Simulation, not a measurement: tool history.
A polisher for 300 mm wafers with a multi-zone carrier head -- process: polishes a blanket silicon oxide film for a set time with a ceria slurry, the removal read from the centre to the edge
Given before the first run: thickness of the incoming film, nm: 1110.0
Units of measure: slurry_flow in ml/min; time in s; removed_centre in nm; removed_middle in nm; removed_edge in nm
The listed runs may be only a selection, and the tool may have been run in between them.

run	hour	slurry_flow	centre_zone	middle_zone	edge_zone	time	removed_centre	removed_middle	removed_edge
1	0.0	125	1.00	1.00	1.00	55	386.06	383.79	389.43
2	5.0	115	0.95	0.98	0.97	52	337.32	350.28	354.46
3	7.8	115	0.95	0.98	0.90	52	339.58	355.55	337.67
4	11.7	105	0.91	0.96	0.90	51	309.76	331.61	331.71
5	12.6	105	0.94	0.96	0.90	51	324.76	330.07	335.94
6	20.1	105	1.01	0.96	0.90	51	335.42	337.65	329.90
7	21.3	95	0.95	0.96	0.90	50	310.28	316.87	320.13

Run 8 comes next. What will it give?
8	22.1	75	0.85	1.03	0.93	46	?	?	?

Run 8 yielded removed_centre 246.15 nm, removed_middle 291.60 nm, removed_edge 281.79 nm.
